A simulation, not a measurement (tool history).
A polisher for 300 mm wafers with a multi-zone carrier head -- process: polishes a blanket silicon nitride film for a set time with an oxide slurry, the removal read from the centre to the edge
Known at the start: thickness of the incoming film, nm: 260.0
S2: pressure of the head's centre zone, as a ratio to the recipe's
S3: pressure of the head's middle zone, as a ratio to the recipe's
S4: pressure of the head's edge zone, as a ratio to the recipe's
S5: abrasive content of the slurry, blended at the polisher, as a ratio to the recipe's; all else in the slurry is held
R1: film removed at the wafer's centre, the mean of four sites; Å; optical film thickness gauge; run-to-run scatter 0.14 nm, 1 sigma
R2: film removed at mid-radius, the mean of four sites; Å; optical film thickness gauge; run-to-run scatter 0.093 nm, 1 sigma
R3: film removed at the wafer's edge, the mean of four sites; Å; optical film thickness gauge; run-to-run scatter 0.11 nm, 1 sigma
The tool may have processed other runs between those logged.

Run 1, day 0.000: flow of slurry (ml/min) 235, S2 1.00, S3 1.00, S4 1.00, S5 1.00, polishing time (s) 43. Result: R1 171.070 Å, R2 175.290 Å, R3 170.960 Å.
Run 2, day 0.321: flow of slurry (ml/min) 235, S2 1.01, S3 1.00, S4 0.98, S5 0.95, polishing time (s) 41. Result: R1 166.050 Å, R2 161.810 Å, R3 155.690 Å.
Run 3, day 0.362: flow of slurry (ml/min) 235, S2 1.00, S3 1.00, S4 0.97, S5 0.90, polishing time (s) 40. Result: R1 155.480 Å, R2 153.880 Å, R3 150.790 Å.
Run 4, day 0.604: flow of slurry (ml/min) 235, S2 1.00, S3 1.00, S4 1.02, S5 0.90, polishing time (s) 40. Result: R1 156.850 Å, R2 154.870 Å, R3 151.420 Å.
Run 5, day 0.675: flow of slurry (ml/min) 210, S2 1.00, S3 1.00, S4 1.02, S5 0.90, polishing time (s) 40. Result: R1 151.450 Å, R2 152.470 Å, R3 150.880 Å.
Run 6, day 0.833: flow of slurry (ml/min) 210, S2 1.00, S3 1.00, S4 0.95, S5 0.90, polishing time (s) 40. Result: R1 151.860 Å, R2 154.270 Å, R3 146.040 Å.
Run 7, day 1.033: flow of slurry (ml/min) 205, S2 1.00, S3 1.00, S4 0.94, S5 0.85, polishing time (s) 39. Result: R1 141.830 Å, R2 145.750 Å, R3 137.870 Å.
Run 8, day 1.208: flow of slurry (ml/min) 205, S2 1.01, S3 1.00, S4 0.93, S5 0.80, polishing time (s) 38. Result: R1 135.310 Å, R2 137.170 Å, R3 129.520 Å.
Run 9, day 1.500: flow of slurry (ml/min) 205, S2 1.02, S3 1.00, S4 0.92, S5 0.75, polishing time (s) 37. Result: R1 128.250 Å, R2 130.100 Å, R3 123.120 Å.
Run 10, day 1.529: flow of slurry (ml/min) 205, S2 1.03, S3 1.00, S4 0.91, S5 0.70, polishing time (s) 36. Result: R1 121.160 Å, R2 122.430 Å, R3 115.380 Å.
Run 11, day 1.788: flow of slurry (ml/min) 205, S2 1.04, S3 1.00, S4 0.90, S5 0.70, polishing time (s) 36. Result: R1 123.880 Å, R2 122.090 Å, R3 112.340 Å.
Run 12, day 2.079: flow of slurry (ml/min) 205, S2 1.04, S3 1.00, S4 0.89, S5 0.70, polishing time (s) 36. Result: R1 125.300 Å, R2 123.180 Å, R3 112.170 Å.
Run 13, day 2.292: flow of slurry (ml/min) 205, S2 1.04, S3 1.00, S4 0.88, S5 0.70, polishing time (s) 36. Result: R1 125.970 Å, R2 122.140 Å, R3 113.520 Å.
Run 14, day 2.500: flow of slurry (ml/min) 200, S2 1.04, S3 1.00, S4 0.87, S5 0.70, polishing time (s) 36. Result: R1 120.670 Å, R2 122.060 Å, R3 110.840 Å.
Run 15, day 2.567: flow of slurry (ml/min) 200, S2 1.04, S3 1.00, S4 0.86, S5 0.70, polishing time (s) 36. Result: R1 125.170 Å, R2 119.430 Å, R3 109.210 Å.
Run 16, day 2.808: flow of slurry (ml/min) 200, S2 1.00, S3 1.03, S4 0.82, S5 0.50, polishing time (s) 32. Result: R1 88.666 Å, R2 92.912 Å, R3 80.404 Å.
Run 17, day 2.938: flow of slurry (ml/min) 200, S2 1.01, S3 1.03, S4 0.83, S5 0.50, polishing time (s) 32. Result: R1 87.755 Å, R2 91.020 Å, R3 81.951 Å.
Run 18, day 3.017: flow of slurry (ml/min) 200, S2 1.02, S3 1.04, S4 0.84, S5 0.50, polishing time (s) 32. Result: R1 89.555 Å, R2 93.073 Å, R3 80.966 Å.
Run 19, day 3.062: flow of slurry (ml/min) 200, S2 1.03, S3 1.04, S4 0.85, S5 0.50, polishing time (s) 32. Result: R1 89.922 Å, R2 94.200 Å, R3 80.761 Å.
Run 20, day 3.317: flow of slurry (ml/min) 200, S2 1.04, S3 1.04, S4 0.86, S5 0.50, polishing time (s) 32. Result: R1 90.537 Å, R2 94.074 Å, R3 81.078 Å.
Run 21, day 3.338: flow of slurry (ml/min) 200, S2 1.05, S3 1.04, S4 0.87, S5 0.50, polishing time (s) 32. Result: R1 91.281 Å, R2 91.479 Å, R3 81.566 Å.
Run 22, day 3.367: flow of slurry (ml/min) 210, S2 1.04, S3 1.02, S4 0.84, S5 0.55, polishing time (s) 32. Result: R1 96.397 Å, R2 95.049 Å, R3 86.377 Å.
Run 23, day 3.633: flow of slurry (ml/min) 205, S2 1.04, S3 1.02, S4 0.84, S5 0.55, polishing time (s) 32. Result: R1 94.692 Å, R2 95.285 Å, R3 84.129 Å.

What does the tool deliver on the next run?
Run 24, day 3.750: flow of slurry (ml/min) 205, S2 1.04, S3 1.02, S4 0.85, S5 0.55, polishing time (s) 32. Result: R1 ?, R2 ?, R3 ?.

R1: 95.438 Å
R2: 96.460 Å
R3: 86.588 Å
